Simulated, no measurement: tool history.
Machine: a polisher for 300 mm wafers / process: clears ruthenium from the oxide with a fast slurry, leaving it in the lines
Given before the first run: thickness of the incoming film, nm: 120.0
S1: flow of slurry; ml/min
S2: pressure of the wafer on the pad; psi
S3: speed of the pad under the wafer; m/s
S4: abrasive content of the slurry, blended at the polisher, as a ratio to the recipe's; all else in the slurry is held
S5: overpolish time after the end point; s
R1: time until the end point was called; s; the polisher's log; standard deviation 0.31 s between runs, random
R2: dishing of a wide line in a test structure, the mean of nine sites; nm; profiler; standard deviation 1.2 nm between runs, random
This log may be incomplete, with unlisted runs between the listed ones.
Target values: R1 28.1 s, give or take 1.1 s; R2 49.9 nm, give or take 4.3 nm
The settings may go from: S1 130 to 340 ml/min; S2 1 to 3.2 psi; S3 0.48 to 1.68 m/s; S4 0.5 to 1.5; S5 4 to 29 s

run	hour	S1	S2	S3	S4	S5	R1	R2
1	0	220	2.1	1.08	1	15	44.849	42.475
2	6.1	220	2.1	0.88	1	15	55.433	35.82
3	11.7	245	2.1	0.88	1	15	54.9	36.989
4	19.9	245	2.1	0.88	0.9	15	57.472	32.95
5	28.6	245	2.1	0.88	0.9	19	57.033	42.585
6	30.5	220	2.1	0.88	0.9	19	58.955	42.832
7	32.4	225	2.2	0.9	0.9	18	56.023	41.369
8	33.3	230	2.3	0.94	0.9	17	49.479	43.765
9	39.6	265	2.9	0.96	0.9	10	39.407	33.538
10	46.8	265	3.2	1.24	0.9	12	27.296	55.426

Of the 4 settings listed for the next run, only one would bring every result within its allowed miss of target. Which one?
A	54	240	3.1	1.38	0.85	15	?	?
B	54	270	3.2	1.24	0.85	11	?	?
C	54	235	2.9	1.44	0.85	15	?	?
D	54	240	3.1	1.2	0.95	17	?	?

move	R1	R2
A	26.573	67.21
B	28.354	48.527
C	27.251	65.793
D	28.791	69.799
A: further off than the last run
B: every result lands within tolerance
C: further off than the last run
D: further off than the last run
The move that meets every target is B.
